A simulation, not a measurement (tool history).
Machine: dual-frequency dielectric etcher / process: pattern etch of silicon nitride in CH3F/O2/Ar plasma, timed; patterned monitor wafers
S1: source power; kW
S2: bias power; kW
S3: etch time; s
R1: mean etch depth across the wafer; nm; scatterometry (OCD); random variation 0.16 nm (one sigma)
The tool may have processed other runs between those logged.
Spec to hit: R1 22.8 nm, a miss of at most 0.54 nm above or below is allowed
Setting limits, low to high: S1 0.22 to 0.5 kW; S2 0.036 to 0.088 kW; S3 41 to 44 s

run	hour	S1	S2	S3	R1
1	0	0.36	0.062	44	28.452
2	5.1	0.39	0.062	44	29.045
3	14	0.37	0.058	43.5	27.773
4	17.3	0.33	0.058	43.5	26.341
5	20.2	0.37	0.058	43.5	27.703
6	25.6	0.41	0.058	43.5	28.986
7	32.4	0.39	0.056	43.5	28.324
8	33.5	0.37	0.055	43.5	27.763
9	39.2	0.35	0.054	43	26.398
10	48	0.33	0.053	43	25.827
11	51.3	0.32	0.052	43	24.872
12	53.3	0.31	0.052	43	24.758
13	58	0.3	0.052	43	24.4
14	59.7	0.29	0.052	43	23.931
15	68.2	0.25	0.05	43	22.001

Of the 4 settings listed for the next run, only one would bring every result within its allowed miss of target. Which one?
A	76.7	0.23	0.046	42	?
B	76.7	0.28	0.055	41	?
C	76.7	0.22	0.051	43	?
D	76.7	0.23	0.051	41	?

move	R1
A	20.225
B	22.435
C	20.665
D	20.136
A: lands further from the targets than the last run did
B: every result within its allowed miss
C: lands further from the targets than the last run did
D: lands further from the targets than the last run did
The move that meets every target is B.
